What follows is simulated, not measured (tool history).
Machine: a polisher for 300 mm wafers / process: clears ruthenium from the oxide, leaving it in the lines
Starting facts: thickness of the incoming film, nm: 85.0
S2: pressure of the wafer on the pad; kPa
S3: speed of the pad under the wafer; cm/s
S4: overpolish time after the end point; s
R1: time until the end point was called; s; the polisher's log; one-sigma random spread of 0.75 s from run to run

{"run": 1, "hour": 0.0, "flow of slurry (ml/min)": 145, "S2": 15.9, "S3": 78, "S4": 9, "R1": 80.25}
{"run": 2, "hour": 0.9, "flow of slurry (ml/min)": 145, "S2": 12.4, "S3": 78, "S4": 9, "R1": 101.95}
{"run": 3, "hour": 3.0, "flow of slurry (ml/min)": 150, "S2": 14.5, "S3": 78, "S4": 9, "R1": 85.615}
{"run": 4, "hour": 6.6, "flow of slurry (ml/min)": 150, "S2": 14.5, "S3": 78, "S4": 9, "R1": 86.182}
{"run": 5, "hour": 7.3, "flow of slurry (ml/min)": 165, "S2": 15.2, "S3": 78, "S4": 9, "R1": 83.444}
{"run": 6, "hour": 12.3, "flow of slurry (ml/min)": 180, "S2": 15.2, "S3": 78, "S4": 9, "R1": 80.92}
{"run": 7, "hour": 20.6, "flow of slurry (ml/min)": 180, "S2": 16.5, "S3": 78, "S4": 9, "R1": 75.612}
{"run": 8, "hour": 26.5, "flow of slurry (ml/min)": 180, "S2": 17.2, "S3": 78, "S4": 9, "R1": 71.811}

Run 9 has not been measured yet. What should we expect?
{"run": 9, "hour": 29.6, "flow of slurry (ml/min)": 180, "S2": 17.9, "S3": 78, "S4": 9, "R1": "?"}

{"run 9": {"R1": 67.805}}
